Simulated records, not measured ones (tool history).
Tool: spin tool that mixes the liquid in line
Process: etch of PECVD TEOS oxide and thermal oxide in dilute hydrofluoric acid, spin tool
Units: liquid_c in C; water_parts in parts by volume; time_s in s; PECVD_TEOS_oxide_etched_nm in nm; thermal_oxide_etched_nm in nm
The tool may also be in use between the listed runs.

Run 1, hour 0.0: liquid_c 23.0 C, water_parts 90 parts by volume, time_s 70 s. Result: PECVD_TEOS_oxide_etched_nm 13.433 nm, thermal_oxide_etched_nm 3.5052 nm.
Run 2, hour 4.5: liquid_c 26.5 C, water_parts 90 parts by volume, time_s 70 s. Result: PECVD_TEOS_oxide_etched_nm 15.172 nm, thermal_oxide_etched_nm 3.9449 nm.
Run 3, hour 11.2: liquid_c 27.5 C, water_parts 80 parts by volume, time_s 70 s. Result: PECVD_TEOS_oxide_etched_nm 18.068 nm, thermal_oxide_etched_nm 4.7312 nm.
Run 4, hour 16.1: liquid_c 27.5 C, water_parts 80 parts by volume, time_s 100 s. Result: PECVD_TEOS_oxide_etched_nm 25.864 nm, thermal_oxide_etched_nm 6.7410 nm.
Run 5, hour 23.6: liquid_c 25.5 C, water_parts 80 parts by volume, time_s 100 s. Result: PECVD_TEOS_oxide_etched_nm 23.883 nm, thermal_oxide_etched_nm 6.1526 nm.
Run 6, hour 27.4: liquid_c 28.0 C, water_parts 80 parts by volume, time_s 100 s. Result: PECVD_TEOS_oxide_etched_nm 26.424 nm, thermal_oxide_etched_nm 6.7810 nm.
Run 7, hour 33.1: liquid_c 28.5 C, water_parts 80 parts by volume, time_s 100 s. Result: PECVD_TEOS_oxide_etched_nm 27.208 nm, thermal_oxide_etched_nm 6.9528 nm.

Run 8 comes next. What will it give?
Run 8, hour 39.8: liquid_c 29.0 C, water_parts 80 parts by volume, time_s 100 s. Result: PECVD_TEOS_oxide_etched_nm ?, thermal_oxide_etched_nm ?.

Run 8 gave PECVD_TEOS_oxide_etched_nm 27.993 nm, thermal_oxide_etched_nm 7.0740 nm.
